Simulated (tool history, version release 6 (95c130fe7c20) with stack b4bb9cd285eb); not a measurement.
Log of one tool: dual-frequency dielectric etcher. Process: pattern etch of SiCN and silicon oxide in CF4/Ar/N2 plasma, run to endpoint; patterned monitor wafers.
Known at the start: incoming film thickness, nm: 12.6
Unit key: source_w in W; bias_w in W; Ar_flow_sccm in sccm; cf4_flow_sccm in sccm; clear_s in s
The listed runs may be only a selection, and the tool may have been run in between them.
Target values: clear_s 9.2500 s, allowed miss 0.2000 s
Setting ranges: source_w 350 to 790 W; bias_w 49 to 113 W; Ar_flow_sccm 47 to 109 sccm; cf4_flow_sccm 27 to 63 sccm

run	day	source_w	bias_w	Ar_flow_sccm	cf4_flow_sccm	clear_s
1	0.000	570	81	78	45	10.7970
2	0.233	570	81	78	41	11.0720
3	0.321	570	81	78	45	10.8630
4	0.375	570	81	66	45	10.7890
5	0.467	570	81	66	37	11.1500
6	0.679	570	76	66	37	11.4740
7	0.738	610	77	66	37	10.6350
8	0.871	640	77	66	37	10.2310
9	1.138	660	77	66	37	9.9277
10	1.450	670	77	66	37	9.7660
11	1.788	680	77	66	37	9.6556
12	2.104	690	77	66	37	9.6015

5 candidate next runs follow, results not yet known. Just one meets every target within its allowed miss. Identify it.
A	2.421	690	78	69	41	?
B	2.421	670	80	67	35	?
C	2.421	710	71	68	37	?
D	2.421	640	90	80	33	?
E	2.421	730	70	71	32	?

move	clear_s
A	9.3022
B	9.7050
C	9.6706
D	9.8158
E	9.8349
A: all results land within tolerance of their targets
B: further off than the last run
C: further off than the last run
D: further off than the last run
E: further off than the last run
A is the move that brings every result within its allowed miss.
